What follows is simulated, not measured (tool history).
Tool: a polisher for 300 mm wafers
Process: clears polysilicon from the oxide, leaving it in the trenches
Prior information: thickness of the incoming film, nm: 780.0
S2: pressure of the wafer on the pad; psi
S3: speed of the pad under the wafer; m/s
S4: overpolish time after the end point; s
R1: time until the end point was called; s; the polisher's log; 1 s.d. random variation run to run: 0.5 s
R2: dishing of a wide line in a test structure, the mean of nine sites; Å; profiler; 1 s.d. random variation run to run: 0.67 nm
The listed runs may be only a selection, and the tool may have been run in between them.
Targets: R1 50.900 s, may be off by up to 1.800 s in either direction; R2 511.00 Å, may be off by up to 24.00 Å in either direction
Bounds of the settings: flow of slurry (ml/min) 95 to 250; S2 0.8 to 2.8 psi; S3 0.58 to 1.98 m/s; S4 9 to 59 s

run 1 hour=0.0 | flow_of_slurry_(ml/min)=160 S2=1.8 S3=1.28 S4=30 | R1=85.786 R2=514.72
run 2 hour=7.8 | flow_of_slurry_(ml/min)=160 S2=1.8 S3=1.28 S4=19 | R1=84.948 R2=502.69
run 3 hour=13.8 | flow_of_slurry_(ml/min)=160 S2=1.9 S3=1.28 S4=19 | R1=80.641 R2=481.35
run 4 hour=19.0 | flow_of_slurry_(ml/min)=160 S2=1.9 S3=1.28 S4=28 | R1=80.873 R2=516.28
run 5 hour=21.9 | flow_of_slurry_(ml/min)=160 S2=2.0 S3=1.28 S4=28 | R1=77.394 R2=522.83
run 6 hour=29.2 | flow_of_slurry_(ml/min)=160 S2=2.1 S3=1.28 S4=26 | R1=72.955 R2=513.83
run 7 hour=37.7 | flow_of_slurry_(ml/min)=160 S2=2.2 S3=1.28 S4=25 | R1=70.986 R2=502.82
run 8 hour=43.8 | flow_of_slurry_(ml/min)=160 S2=2.3 S3=1.28 S4=26 | R1=67.404 R2=511.41
run 9 hour=51.2 | flow_of_slurry_(ml/min)=160 S2=2.4 S3=1.28 S4=26 | R1=64.487 R2=508.41
run 10 hour=59.8 | flow_of_slurry_(ml/min)=160 S2=2.5 S3=1.28 S4=26 | R1=61.584 R2=515.35
run 11 hour=63.0 | flow_of_slurry_(ml/min)=170 S2=2.7 S3=1.30 S4=24 | R1=56.762 R2=510.94
run 12 hour=69.7 | flow_of_slurry_(ml/min)=170 S2=2.7 S3=1.32 S4=24 | R1=55.622 R2=510.86

Exactly one of the 4 candidate moves below puts every result within its allowed miss. Which one?
run A hour=76.4 | flow_of_slurry_(ml/min)=160 S2=2.8 S3=1.40 S4=27 | R1=? R2=?
run B hour=76.4 | flow_of_slurry_(ml/min)=160 S2=2.8 S3=1.28 S4=11 | R1=? R2=?
run C hour=76.4 | flow_of_slurry_(ml/min)=145 S2=2.7 S3=1.20 S4=35 | R1=? R2=?
run D hour=76.4 | flow_of_slurry_(ml/min)=150 S2=2.8 S3=1.24 S4=14 | R1=? R2=?

move=A R1=51.785 R2=515.90
move=B R1=56.227 R2=488.20
move=C R1=62.966 R2=515.99
move=D R1=58.581 R2=501.49
A: each result inside its tolerance
B: lands further from the targets than the last run did
C: lands further from the targets than the last run did
D: lands further from the targets than the last run did
So the answer is move A, the one that meets all the targets.
